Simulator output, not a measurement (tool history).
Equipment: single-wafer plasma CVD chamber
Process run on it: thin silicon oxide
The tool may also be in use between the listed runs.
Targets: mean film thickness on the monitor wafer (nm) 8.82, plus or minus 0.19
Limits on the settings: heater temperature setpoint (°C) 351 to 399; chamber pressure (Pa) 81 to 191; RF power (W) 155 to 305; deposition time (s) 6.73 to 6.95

run	day	heater temperature setpoint (°C)	chamber pressure (Pa)	RF power (W)	deposition time (s)	mean film thickness on the monitor wafer (nm)
1	0	375	136	230	6.73	13.193
2	0.167	375	136	205	6.73	12.453
3	0.367	375	123	205	6.73	11.591
4	0.438	375	116	200	6.73	10.933
5	0.529	375	116	220	6.73	11.3
6	0.612	375	140	220	6.73	12.951
7	0.704	375	129	215	6.73	12.22
8	0.858	375	121	210	6.73	11.545
9	0.933	375	115	205	6.73	10.939
10	1.075	375	109	205	6.73	10.371
11	1.254	375	109	205	6.73	10.496

Of the 5 settings listed for the next run, only one would bring every result within its allowed miss of target. Which one?
A	1.433	374	91	215	6.73	?
B	1.433	367	92	155	6.73	?
C	1.433	372	100	220	6.8	?
D	1.433	373	103	205	6.73	?
E	1.433	372	89	190	6.73	?

move	mean film thickness on the monitor wafer (nm)
A	8.821
B	8.0334
C	9.9789
D	9.8884
E	8.3185
A: all results in spec
B: carries the result that was furthest off beyond its target, to the other side
C: nearer the targets than the last run, but a result is still out of spec
D: nearer the targets than the last run, but a result is still out of spec
E: carries the result that was furthest off beyond its target, to the other side
Correct choice: A, which meets every target
